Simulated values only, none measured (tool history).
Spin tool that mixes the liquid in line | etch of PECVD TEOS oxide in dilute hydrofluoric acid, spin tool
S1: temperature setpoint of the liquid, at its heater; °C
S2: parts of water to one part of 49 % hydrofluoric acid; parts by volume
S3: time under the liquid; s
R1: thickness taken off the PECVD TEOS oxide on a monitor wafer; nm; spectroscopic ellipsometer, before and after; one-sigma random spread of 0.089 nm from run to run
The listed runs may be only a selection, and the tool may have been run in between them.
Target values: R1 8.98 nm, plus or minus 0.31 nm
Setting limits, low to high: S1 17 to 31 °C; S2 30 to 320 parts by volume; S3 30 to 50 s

| run | hour | S1 | S2 | S3 | R1 |
|---|---|---|---|---|---|
| 1 | 0 | 23 | 175 | 50 | 6.5771 |
| 2 | 4.2 | 26.5 | 175 | 50 | 7.4374 |
| 3 | 10.2 | 24.5 | 175 | 50 | 6.917 |
| 4 | 10.8 | 24.5 | 175 | 50 | 6.8925 |
| 5 | 16.4 | 26.5 | 170 | 50 | 7.653 |
| 6 | 19.3 | 26.5 | 115 | 50 | 12.108 |
| 7 | 23.2 | 24 | 115 | 50 | 11.108 |
| 8 | 27.1 | 22 | 115 | 50 | 10.314 |
| 9 | 31.3 | 21 | 115 | 50 | 9.7655 |
| 10 | 32.9 | 20.5 | 115 | 50 | 9.6194 |
| 11 | 38.8 | 20 | 115 | 50 | 9.3937 |

Consider the 5 candidate settings below. Which is the only one whose results all fall within their allowed miss of target?
| A | 44.7 | 20 | 120 | 50 | ? |
| B | 44.7 | 21.5 | 115 | 50 | ? |
| C | 44.7 | 18.5 | 125 | 50 | ? |
| D | 44.7 | 19 | 125 | 50 | ? |
| E | 44.7 | 20.5 | 135 | 50 | ? |

| move | R1 |
|---|---|
| A | 9.0482 |
| B | 10.086 |
| C | 8.1277 |
| D | 8.2956 |
| E | 8.0746 |
A: every result lands within tolerance
B: moves away from the targets compared with the last run
C: takes the biggest miss from the last run beyond its target
D: takes the biggest miss from the last run beyond its target
E: takes the biggest miss from the last run beyond its target
Correct choice: A, which meets every target
